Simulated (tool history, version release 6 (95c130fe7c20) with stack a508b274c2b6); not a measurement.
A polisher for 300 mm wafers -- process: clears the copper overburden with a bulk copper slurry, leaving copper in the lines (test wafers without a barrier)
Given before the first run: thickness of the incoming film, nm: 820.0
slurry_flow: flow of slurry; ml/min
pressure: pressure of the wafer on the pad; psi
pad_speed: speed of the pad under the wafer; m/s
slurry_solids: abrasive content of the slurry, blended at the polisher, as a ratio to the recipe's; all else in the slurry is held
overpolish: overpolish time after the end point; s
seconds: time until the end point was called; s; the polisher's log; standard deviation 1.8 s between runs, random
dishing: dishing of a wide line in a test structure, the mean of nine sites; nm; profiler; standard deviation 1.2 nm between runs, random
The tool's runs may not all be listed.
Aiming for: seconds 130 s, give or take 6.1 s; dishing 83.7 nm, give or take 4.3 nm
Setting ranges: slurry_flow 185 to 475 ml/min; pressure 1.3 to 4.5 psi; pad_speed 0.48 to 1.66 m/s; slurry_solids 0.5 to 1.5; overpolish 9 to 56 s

{"run": 1, "hour": 0.0, "slurry_flow": 305, "pressure": 2.9, "pad_speed": 1.06, "slurry_solids": 1, "overpolish": 29, "seconds": 76.985, "dishing": 91.542}
{"run": 2, "hour": 7.1, "slurry_flow": 305, "pressure": 2.9, "pad_speed": 1.06, "slurry_solids": 0.9, "overpolish": 29, "seconds": 76.391, "dishing": 93.168}
{"run": 3, "hour": 16.0, "slurry_flow": 305, "pressure": 2.6, "pad_speed": 1.04, "slurry_solids": 0.9, "overpolish": 32, "seconds": 87.327, "dishing": 89.181}
{"run": 4, "hour": 17.5, "slurry_flow": 305, "pressure": 2.4, "pad_speed": 1.02, "slurry_solids": 0.9, "overpolish": 36, "seconds": 94.547, "dishing": 89.486}
{"run": 5, "hour": 18.5, "slurry_flow": 305, "pressure": 2.4, "pad_speed": 1.02, "slurry_solids": 1.05, "overpolish": 36, "seconds": 90.654, "dishing": 90.083}
{"run": 6, "hour": 19.1, "slurry_flow": 305, "pressure": 2.4, "pad_speed": 0.92, "slurry_solids": 1.05, "overpolish": 36, "seconds": 103.57, "dishing": 86.278}
{"run": 7, "hour": 25.8, "slurry_flow": 305, "pressure": 2.3, "pad_speed": 0.92, "slurry_solids": 1.05, "overpolish": 38, "seconds": 108.31, "dishing": 89.847}
{"run": 8, "hour": 33.8, "slurry_flow": 305, "pressure": 2.3, "pad_speed": 0.92, "slurry_solids": 1.05, "overpolish": 38, "seconds": 107.75, "dishing": 89.746}
{"run": 9, "hour": 37.2, "slurry_flow": 305, "pressure": 2.2, "pad_speed": 0.92, "slurry_solids": 1.05, "overpolish": 38, "seconds": 111.64, "dishing": 87.868}
{"run": 10, "hour": 43.9, "slurry_flow": 305, "pressure": 1.7, "pad_speed": 0.9, "slurry_solids": 1.05, "overpolish": 40, "seconds": 146.62, "dishing": 75.06}
{"run": 11, "hour": 48.1, "slurry_flow": 305, "pressure": 1.7, "pad_speed": 0.9, "slurry_solids": 1.05, "overpolish": 40, "seconds": 145.43, "dishing": 77.229}
{"run": 12, "hour": 53.9, "slurry_flow": 305, "pressure": 1.8, "pad_speed": 0.9, "slurry_solids": 1.05, "overpolish": 40, "seconds": 139.04, "dishing": 77.932}

Which of these 5 next moves meets every target?
{"run": "A", "hour": 59.7, "slurry_flow": 305, "pressure": 1.7, "pad_speed": 0.86, "slurry_solids": 1, "overpolish": 34, "seconds": "?", "dishing": "?"}
{"run": "B", "hour": 59.7, "slurry_flow": 275, "pressure": 1.5, "pad_speed": 1.04, "slurry_solids": 1.1, "overpolish": 50, "seconds": "?", "dishing": "?"}
{"run": "C", "hour": 59.7, "slurry_flow": 285, "pressure": 2, "pad_speed": 0.92, "slurry_solids": 0.9, "overpolish": 44, "seconds": "?", "dishing": "?"}
{"run": "D", "hour": 59.7, "slurry_flow": 275, "pressure": 1.5, "pad_speed": 0.94, "slurry_solids": 0.95, "overpolish": 29, "seconds": "?", "dishing": "?"}
{"run": "E", "hour": 59.7, "slurry_flow": 385, "pressure": 2.6, "pad_speed": 0.6, "slurry_solids": 1.2, "overpolish": 55, "seconds": "?", "dishing": "?"}

move=A seconds=156.72 dishing=69.49
move=B seconds=145.22 dishing=75.823
move=C seconds=129.65 dishing=81.395
move=D seconds=165.53 dishing=62.394
move=E seconds=138.43 dishing=88.878
A: further off than the last run
B: further off than the last run
C: every result within its allowed miss
D: further off than the last run
E: an improvement on the last run, though not all results are within tolerance
The move that meets every target is C.
